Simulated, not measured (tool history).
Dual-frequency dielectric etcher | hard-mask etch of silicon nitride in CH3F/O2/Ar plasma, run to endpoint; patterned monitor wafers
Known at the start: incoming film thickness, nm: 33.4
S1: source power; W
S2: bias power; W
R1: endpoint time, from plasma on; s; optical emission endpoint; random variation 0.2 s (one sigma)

| run | day | S1 | S2 | R1 |
|---|---|---|---|---|
| 1 | 0.000 | 300 | 64 | 52.087 |
| 2 | 0.229 | 300 | 68 | 51.216 |
| 3 | 0.592 | 300 | 62 | 52.945 |
| 4 | 0.758 | 300 | 69 | 50.511 |
| 5 | 0.996 | 320 | 70 | 48.971 |
| 6 | 1.233 | 300 | 70 | 50.398 |

The next listed run, before its measurement:
| 7 | 1.583 | 320 | 71 | ? |

{"run 7": {"R1": 49.294}}

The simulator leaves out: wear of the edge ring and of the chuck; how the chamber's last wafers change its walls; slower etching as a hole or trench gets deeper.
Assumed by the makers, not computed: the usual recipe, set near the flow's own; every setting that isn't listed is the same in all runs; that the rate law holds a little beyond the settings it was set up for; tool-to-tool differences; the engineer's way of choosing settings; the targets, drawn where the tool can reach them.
